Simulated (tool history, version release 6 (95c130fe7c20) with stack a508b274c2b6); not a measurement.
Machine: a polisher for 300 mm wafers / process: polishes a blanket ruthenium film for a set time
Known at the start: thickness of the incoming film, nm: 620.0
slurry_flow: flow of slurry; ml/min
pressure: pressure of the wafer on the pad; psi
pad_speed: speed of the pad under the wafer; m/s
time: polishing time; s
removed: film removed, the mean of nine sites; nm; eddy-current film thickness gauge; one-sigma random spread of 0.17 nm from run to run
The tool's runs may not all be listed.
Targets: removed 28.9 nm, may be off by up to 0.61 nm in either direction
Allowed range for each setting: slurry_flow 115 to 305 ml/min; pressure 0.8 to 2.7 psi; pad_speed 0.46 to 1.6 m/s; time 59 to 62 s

run,hour,slurry_flow,pressure,pad_speed,time,removed
1,0,195,1.7,1.02,59,48.566
2,4.2,185,1.5,1.02,59,43.47
3,12.6,145,1.5,1.02,59,41.903
4,18,140,1.4,1.02,59,38.988
5,21,140,1.4,0.9,59,35.15
6,23.5,140,1.4,0.9,59,35.487
7,27.4,135,1.3,0.9,59,32.978
8,35.4,130,1.2,0.9,59,30.103
9,38.8,125,1.2,0.9,59,30.043
10,46.4,120,1.2,0.9,59,29.745
11,50.8,115,1.2,0.9,59,29.78

Of the 5 settings listed for the next run, only one would bring every result within its allowed miss of target. Which one?
A,55.2,115,1.2,0.92,60,?
B,55.2,140,1.2,0.84,62,?
C,55.2,170,1.2,0.82,62,?
D,55.2,125,1.4,0.76,61,?
E,55.2,115,1,1,61,?

move,removed
A,30.424
B,30.02
C,30.253
D,30.464
E,28.451
A: the biggest miss grows against the last run
B: the biggest miss grows against the last run
C: the biggest miss grows against the last run
D: the biggest miss grows against the last run
E: every result within its allowed miss
E is the move that brings every result within its allowed miss.
